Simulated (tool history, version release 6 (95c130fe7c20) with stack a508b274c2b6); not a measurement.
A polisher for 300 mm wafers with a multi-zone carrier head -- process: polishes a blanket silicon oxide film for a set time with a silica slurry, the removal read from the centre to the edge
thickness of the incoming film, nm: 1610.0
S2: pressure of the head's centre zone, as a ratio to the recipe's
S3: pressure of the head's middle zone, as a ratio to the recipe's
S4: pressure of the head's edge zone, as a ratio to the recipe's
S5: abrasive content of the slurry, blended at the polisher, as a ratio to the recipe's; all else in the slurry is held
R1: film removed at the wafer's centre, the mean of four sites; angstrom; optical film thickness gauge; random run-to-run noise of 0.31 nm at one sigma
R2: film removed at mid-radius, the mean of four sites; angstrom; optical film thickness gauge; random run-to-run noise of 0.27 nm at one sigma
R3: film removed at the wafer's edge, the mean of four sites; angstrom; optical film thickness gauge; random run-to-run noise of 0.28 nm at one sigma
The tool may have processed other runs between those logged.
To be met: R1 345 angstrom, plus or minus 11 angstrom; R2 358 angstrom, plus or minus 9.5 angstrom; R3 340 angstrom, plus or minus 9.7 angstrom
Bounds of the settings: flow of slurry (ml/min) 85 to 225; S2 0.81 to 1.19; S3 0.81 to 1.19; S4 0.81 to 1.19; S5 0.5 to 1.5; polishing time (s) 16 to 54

Run 1, day 0: flow of slurry (ml/min) 145, S2 1, S3 1, S4 1, S5 1, polishing time (s) 35. Result: R1 756.3 angstrom, R2 757.04 angstrom, R3 745.81 angstrom.
Run 2, day 0.029: flow of slurry (ml/min) 140, S2 0.99, S3 0.99, S4 0.98, S5 0.95, polishing time (s) 33. Result: R1 694.41 angstrom, R2 684.1 angstrom, R3 676.14 angstrom.
Run 3, day 0.108: flow of slurry (ml/min) 140, S2 0.99, S3 0.99, S4 0.98, S5 1.05, polishing time (s) 33. Result: R1 712.82 angstrom, R2 703.23 angstrom, R3 716.18 angstrom.
Run 4, day 0.442: flow of slurry (ml/min) 135, S2 0.97, S3 0.99, S4 0.96, S5 1, polishing time (s) 31. Result: R1 644.79 angstrom, R2 641.56 angstrom, R3 638.12 angstrom.
Run 5, day 0.717: flow of slurry (ml/min) 135, S2 1.04, S3 0.99, S4 0.96, S5 1, polishing time (s) 31. Result: R1 667.68 angstrom, R2 638.45 angstrom, R3 640.51 angstrom.
Run 6, day 1.038: flow of slurry (ml/min) 135, S2 1.04, S3 0.99, S4 0.96, S5 1, polishing time (s) 24. Result: R1 529.8 angstrom, R2 499.33 angstrom, R3 498.32 angstrom.
Run 7, day 1.225: flow of slurry (ml/min) 130, S2 1.02, S3 0.99, S4 0.95, S5 0.95, polishing time (s) 24. Result: R1 502.17 angstrom, R2 488.13 angstrom, R3 488.44 angstrom.
Run 8, day 1.529: flow of slurry (ml/min) 130, S2 1.01, S3 0.99, S4 0.94, S5 0.9, polishing time (s) 24. Result: R1 488.45 angstrom, R2 479.92 angstrom, R3 471.06 angstrom.
Run 9, day 1.642: flow of slurry (ml/min) 130, S2 1, S3 0.98, S4 0.93, S5 0.85, polishing time (s) 24. Result: R1 476.56 angstrom, R2 462.51 angstrom, R3 460.43 angstrom.
Run 10, day 1.971: flow of slurry (ml/min) 130, S2 0.99, S3 0.98, S4 0.92, S5 0.8, polishing time (s) 24. Result: R1 460.27 angstrom, R2 457.83 angstrom, R3 442.25 angstrom.
Run 11, day 2.071: flow of slurry (ml/min) 130, S2 0.98, S3 0.97, S4 0.91, S5 0.75, polishing time (s) 24. Result: R1 440.33 angstrom, R2 441.09 angstrom, R3 425.4 angstrom.
Run 12, day 2.242: flow of slurry (ml/min) 130, S2 0.97, S3 0.96, S4 0.9, S5 0.7, polishing time (s) 24. Result: R1 430.6 angstrom, R2 421.01 angstrom, R3 412.08 angstrom.
Run 13, day 2.383: flow of slurry (ml/min) 125, S2 0.96, S3 0.96, S4 0.89, S5 0.65, polishing time (s) 24. Result: R1 405.35 angstrom, R2 403.61 angstrom, R3 401.07 angstrom.
Run 14, day 2.65: flow of slurry (ml/min) 125, S2 0.96, S3 0.96, S4 0.88, S5 0.65, polishing time (s) 24. Result: R1 404.86 angstrom, R2 401.4 angstrom, R3 390.89 angstrom.
Run 15, day 2.783: flow of slurry (ml/min) 120, S2 0.95, S3 0.96, S4 0.87, S5 0.65, polishing time (s) 24. Result: R1 403.08 angstrom, R2 399.79 angstrom, R3 390.73 angstrom.
Run 16, day 3.033: flow of slurry (ml/min) 120, S2 0.94, S3 0.96, S4 0.86, S5 0.65, polishing time (s) 24. Result: R1 396.32 angstrom, R2 403.95 angstrom, R3 390.97 angstrom.
Run 17, day 3.346: flow of slurry (ml/min) 120, S2 0.94, S3 0.96, S4 0.85, S5 0.65, polishing time (s) 24. Result: R1 395.51 angstrom, R2 398.76 angstrom, R3 394.32 angstrom.
Run 18, day 3.425: flow of slurry (ml/min) 110, S2 0.94, S3 1.01, S4 0.81, S5 0.5, polishing time (s) 22. Result: R1 319.87 angstrom, R2 331.13 angstrom, R3 306.84 angstrom.
Run 19, day 3.558: flow of slurry (ml/min) 115, S2 0.94, S3 1, S4 0.81, S5 0.5, polishing time (s) 22. Result: R1 322.21 angstrom, R2 335.87 angstrom, R3 305.45 angstrom.
Run 20, day 3.783: flow of slurry (ml/min) 120, S2 0.94, S3 0.99, S4 0.81, S5 0.5, polishing time (s) 22. Result: R1 322.9 angstrom, R2 333.35 angstrom, R3 312.34 angstrom.
Run 21, day 3.817: flow of slurry (ml/min) 125, S2 0.94, S3 0.99, S4 0.82, S5 0.5, polishing time (s) 22. Result: R1 327.61 angstrom, R2 338.94 angstrom, R3 321.01 angstrom.
Run 22, day 3.954: flow of slurry (ml/min) 125, S2 0.94, S3 0.99, S4 0.82, S5 0.5, polishing time (s) 22. Result: R1 327.84 angstrom, R2 340.43 angstrom, R3 311.57 angstrom.
Run 23, day 4.008: flow of slurry (ml/min) 130, S2 0.94, S3 0.98, S4 0.83, S5 0.5, polishing time (s) 22. Result: R1 328.86 angstrom, R2 344.32 angstrom, R3 322.17 angstrom.

5 next moves are on the table. One of them brings every result within its allowed miss. Which?
Run A, day 4.062: flow of slurry (ml/min) 140, S2 0.9, S3 0.96, S4 0.83, S5 0.8, polishing time (s) 19. Result: R1 ?, R2 ?, R3 ?.
Run B, day 4.062: flow of slurry (ml/min) 125, S2 0.85, S3 0.87, S4 0.93, S5 0.6, polishing time (s) 22. Result: R1 ?, R2 ?, R3 ?.
Run C, day 4.062: flow of slurry (ml/min) 105, S2 0.91, S3 0.84, S4 0.86, S5 0.55, polishing time (s) 24. Result: R1 ?, R2 ?, R3 ?.
Run D, day 4.062: flow of slurry (ml/min) 130, S2 1.1, S3 1.14, S4 0.81, S5 0.5, polishing time (s) 21. Result: R1 ?, R2 ?, R3 ?.
Run E, day 4.062: flow of slurry (ml/min) 85, S2 0.95, S3 0.95, S4 0.83, S5 0.55, polishing time (s) 23. Result: R1 ?, R2 ?, R3 ?.

move      R1      R2      R3
   A  343.58  357.45  334.81
   B  329.95  333.93  354.89
   C  345.99  328.56  350.32
   D   351.2   360.7  295.72
   E  319.16  323.68  317.54
A: each result inside its tolerance
B: takes the result that was furthest off past its target
C: takes the result that was furthest off past its target
D: its largest miss is bigger than the last run's
E: its largest miss is bigger than the last run's
The right move is A.
